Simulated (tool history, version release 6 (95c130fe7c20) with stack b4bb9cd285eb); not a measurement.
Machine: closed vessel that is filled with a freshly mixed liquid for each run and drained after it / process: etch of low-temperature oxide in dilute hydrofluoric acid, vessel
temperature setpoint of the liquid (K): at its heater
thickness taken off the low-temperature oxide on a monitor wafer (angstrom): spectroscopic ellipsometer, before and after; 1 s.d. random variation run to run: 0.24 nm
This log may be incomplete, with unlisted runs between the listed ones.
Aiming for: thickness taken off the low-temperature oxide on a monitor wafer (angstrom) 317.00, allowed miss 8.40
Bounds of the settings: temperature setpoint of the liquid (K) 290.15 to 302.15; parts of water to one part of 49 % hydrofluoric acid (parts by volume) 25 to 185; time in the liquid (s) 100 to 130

run    day  temperature setpoint of the liquid (K)  parts of water to one part of 49 % hydrofluoric acid (parts by volume)  time in the liquid (s)  thickness taken off the low-temperature oxide on a monitor wafer (angstrom)
  1  0.000                                  294.15                                                                     105                     130                                                                       132.45
  2  0.225                                  294.15                                                                      80                     130                                                                       180.29
  3  0.546                                  294.15                                                                      80                     130                                                                       181.85
  4  0.675                                  295.65                                                                      75                     130                                                                       202.03
  5  0.800                                  296.65                                                                      70                     130                                                                       228.62
  6  0.962                                  297.65                                                                      70                     130                                                                       239.20
  7  1.217                                  298.65                                                                      70                     130                                                                       247.65
  8  1.571                                  299.15                                                                      70                     130                                                                       254.50
  9  1.925                                  299.65                                                                      70                     130                                                                       259.52
 10  2.000                                  300.15                                                                      70                     130                                                                       265.25
 11  2.104                                  300.15                                                                      70                     130                                                                       264.27
 12  2.133                                  302.15                                                                      60                     130                                                                       334.39
 13  2.292                                  301.65                                                                      60                     130                                                                       329.10

4 next moves are on the table. One of them brings every result within its allowed miss. Which?
  A  2.450                                  298.65                                                                      50                     125                                                                            ?
  B  2.450                                  302.15                                                                      50                     100                                                                            ?
  C  2.450                                  300.15                                                                      55                     130                                                                            ?
  D  2.450                                  302.15                                                                      60                     130                                                                            ?

move  thickness taken off the low-temperature oxide on a monitor wafer (angstrom)
   A                                                                       345.61
   B                                                                       318.16
   C                                                                       344.73
   D                                                                       339.58
A: lands further from the targets than the last run did
B: hits every target within its allowed miss
C: lands further from the targets than the last run did
D: lands further from the targets than the last run did
Move B is the one to make.

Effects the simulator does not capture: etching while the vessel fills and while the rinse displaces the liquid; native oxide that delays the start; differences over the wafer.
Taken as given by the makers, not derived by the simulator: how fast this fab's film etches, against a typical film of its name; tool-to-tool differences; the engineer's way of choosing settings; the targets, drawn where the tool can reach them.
